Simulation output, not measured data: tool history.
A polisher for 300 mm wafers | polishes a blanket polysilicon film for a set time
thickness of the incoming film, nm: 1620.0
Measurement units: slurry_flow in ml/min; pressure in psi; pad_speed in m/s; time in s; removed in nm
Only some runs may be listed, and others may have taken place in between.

run 1 hour=0.0 | slurry_flow=270 pressure=1.7 pad_speed=1.02 time=17 | removed=78.073
run 2 hour=8.8 | slurry_flow=270 pressure=1.6 pad_speed=1.02 time=17 | removed=75.495
run 3 hour=12.6 | slurry_flow=270 pressure=1.6 pad_speed=1.02 time=15 | removed=64.518
run 4 hour=21.1 | slurry_flow=270 pressure=1.6 pad_speed=1.02 time=17 | removed=74.012
run 5 hour=27.3 | slurry_flow=270 pressure=1.6 pad_speed=0.90 time=17 | removed=64.209
run 6 hour=35.4 | slurry_flow=325 pressure=1.6 pad_speed=0.90 time=17 | removed=66.968
run 7 hour=43.0 | slurry_flow=320 pressure=1.6 pad_speed=0.90 time=17 | removed=65.195

Run 8 is up next; what results do you expect?
run 8 hour=44.1 | slurry_flow=320 pressure=1.5 pad_speed=0.90 time=17 | removed=?

{"run 8": {"removed": 62.333}}

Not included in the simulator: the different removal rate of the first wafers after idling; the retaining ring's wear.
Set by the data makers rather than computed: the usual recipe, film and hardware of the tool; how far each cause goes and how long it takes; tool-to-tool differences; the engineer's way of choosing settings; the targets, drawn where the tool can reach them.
